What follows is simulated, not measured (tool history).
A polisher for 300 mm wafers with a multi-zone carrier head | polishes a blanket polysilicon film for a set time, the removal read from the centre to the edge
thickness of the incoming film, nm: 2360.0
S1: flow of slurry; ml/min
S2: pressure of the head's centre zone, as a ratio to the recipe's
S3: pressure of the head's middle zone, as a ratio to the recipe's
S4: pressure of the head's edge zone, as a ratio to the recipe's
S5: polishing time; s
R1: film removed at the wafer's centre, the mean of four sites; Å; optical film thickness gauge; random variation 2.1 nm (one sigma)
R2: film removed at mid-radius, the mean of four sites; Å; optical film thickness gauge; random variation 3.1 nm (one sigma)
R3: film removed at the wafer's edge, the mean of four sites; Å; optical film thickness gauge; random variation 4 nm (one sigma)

run	hour	S1	S2	S3	S4	S5	R1	R2	R3
1	0.0	225	1.00	1.00	1.00	39	2702.4	2743.9	2637.0
2	1.6	225	1.00	1.00	1.00	45	3088.6	3133.5	3112.0
3	8.2	225	1.00	0.93	1.00	45	3107.0	2945.3	3079.1
4	12.1	235	0.99	0.96	1.03	45	3109.4	3091.1	3133.7
5	12.8	235	0.98	0.97	1.05	46	3159.0	3136.4	3255.4
6	16.7	235	0.98	0.97	1.05	49	3331.3	3379.5	3430.2

The next listed run, before its measurement:
7	20.4	235	0.97	0.98	1.07	49	?	?	?

Run 7 gave R1 3354.0 Å, R2 3430.7 Å, R3 3483.1 Å.
